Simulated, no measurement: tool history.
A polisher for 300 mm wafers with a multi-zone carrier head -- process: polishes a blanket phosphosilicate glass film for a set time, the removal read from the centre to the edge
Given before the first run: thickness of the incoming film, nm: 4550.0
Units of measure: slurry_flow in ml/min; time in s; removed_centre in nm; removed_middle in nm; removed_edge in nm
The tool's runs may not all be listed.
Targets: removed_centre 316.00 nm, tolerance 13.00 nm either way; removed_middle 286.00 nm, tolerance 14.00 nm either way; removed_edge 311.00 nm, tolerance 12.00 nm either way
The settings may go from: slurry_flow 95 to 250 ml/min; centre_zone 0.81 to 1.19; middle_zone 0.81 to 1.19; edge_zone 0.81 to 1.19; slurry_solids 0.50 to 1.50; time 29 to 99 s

{"run": 1, "hour": 0.0, "slurry_flow": 160, "centre_zone": 1.0, "middle_zone": 1.0, "edge_zone": 1.0, "slurry_solids": 1.0, "time": 64, "removed_centre": 491.15, "removed_middle": 495.87, "removed_edge": 503.63}
{"run": 2, "hour": 6.7, "slurry_flow": 155, "centre_zone": 1.0, "middle_zone": 0.97, "edge_zone": 0.97, "slurry_solids": 0.85, "time": 61, "removed_centre": 426.62, "removed_middle": 407.33, "removed_edge": 424.53}
{"run": 3, "hour": 12.0, "slurry_flow": 155, "centre_zone": 1.0, "middle_zone": 0.89, "edge_zone": 0.97, "slurry_solids": 0.85, "time": 61, "removed_centre": 415.67, "removed_middle": 370.41, "removed_edge": 410.92}
{"run": 4, "hour": 19.5, "slurry_flow": 155, "centre_zone": 1.0, "middle_zone": 0.94, "edge_zone": 0.97, "slurry_solids": 0.85, "time": 61, "removed_centre": 436.34, "removed_middle": 399.12, "removed_edge": 421.9}
{"run": 5, "hour": 23.1, "slurry_flow": 150, "centre_zone": 0.96, "middle_zone": 0.92, "edge_zone": 0.94, "slurry_solids": 0.75, "time": 61, "removed_centre": 377.02, "removed_middle": 370.25, "removed_edge": 394.32}
{"run": 6, "hour": 28.1, "slurry_flow": 145, "centre_zone": 0.96, "middle_zone": 0.9, "edge_zone": 0.91, "slurry_solids": 0.7, "time": 61, "removed_centre": 360.17, "removed_middle": 343.01, "removed_edge": 363.21}
{"run": 7, "hour": 36.3, "slurry_flow": 135, "centre_zone": 0.95, "middle_zone": 0.88, "edge_zone": 0.89, "slurry_solids": 0.7, "time": 61, "removed_centre": 340.96, "removed_middle": 327.93, "removed_edge": 349.99}
{"run": 8, "hour": 41.4, "slurry_flow": 130, "centre_zone": 0.95, "middle_zone": 0.86, "edge_zone": 0.87, "slurry_solids": 0.7, "time": 61, "removed_centre": 340.81, "removed_middle": 316.35, "removed_edge": 352.03}
{"run": 9, "hour": 45.4, "slurry_flow": 130, "centre_zone": 0.95, "middle_zone": 0.86, "edge_zone": 0.86, "slurry_solids": 0.65, "time": 61, "removed_centre": 324.18, "removed_middle": 296.22, "removed_edge": 329.01}
{"run": 10, "hour": 47.5, "slurry_flow": 125, "centre_zone": 0.95, "middle_zone": 0.86, "edge_zone": 0.85, "slurry_solids": 0.65, "time": 61, "removed_centre": 322.09, "removed_middle": 296.79, "removed_edge": 327.48}

5 candidate next runs follow, results not yet known. Just one meets every target within its allowed miss. Identify it.
{"run": "A", "hour": 49.6, "slurry_flow": 135, "centre_zone": 0.93, "middle_zone": 0.92, "edge_zone": 0.86, "slurry_solids": 0.7, "time": 59, "removed_centre": "?", "removed_middle": "?", "removed_edge": "?"}
{"run": "B", "hour": 49.6, "slurry_flow": 155, "centre_zone": 0.98, "middle_zone": 0.87, "edge_zone": 0.88, "slurry_solids": 0.7, "time": 53, "removed_centre": "?", "removed_middle": "?", "removed_edge": "?"}
{"run": "C", "hour": 49.6, "slurry_flow": 145, "centre_zone": 0.86, "middle_zone": 0.84, "edge_zone": 0.88, "slurry_solids": 0.6, "time": 69, "removed_centre": "?", "removed_middle": "?", "removed_edge": "?"}
{"run": "D", "hour": 49.6, "slurry_flow": 105, "centre_zone": 0.94, "middle_zone": 0.91, "edge_zone": 0.87, "slurry_solids": 0.75, "time": 61, "removed_centre": "?", "removed_middle": "?", "removed_edge": "?"}
{"run": "E", "hour": 49.6, "slurry_flow": 120, "centre_zone": 0.84, "middle_zone": 0.86, "edge_zone": 0.86, "slurry_solids": 0.65, "time": 65, "removed_centre": "?", "removed_middle": "?", "removed_edge": "?"}

move=A removed_centre=325.03 removed_middle=319.69 removed_edge=335.77
move=B removed_centre=318.61 removed_middle=282.71 removed_edge=311.11
move=C removed_centre=320.46 removed_middle=315.99 removed_edge=359.26
move=D removed_centre=327.71 removed_middle=319.13 removed_edge=347.16
move=E removed_centre=296.36 removed_middle=306.99 removed_edge=344.18
A: further off than the last run
B: meets every target
C: further off than the last run
D: further off than the last run
E: further off than the last run
B meets every target.

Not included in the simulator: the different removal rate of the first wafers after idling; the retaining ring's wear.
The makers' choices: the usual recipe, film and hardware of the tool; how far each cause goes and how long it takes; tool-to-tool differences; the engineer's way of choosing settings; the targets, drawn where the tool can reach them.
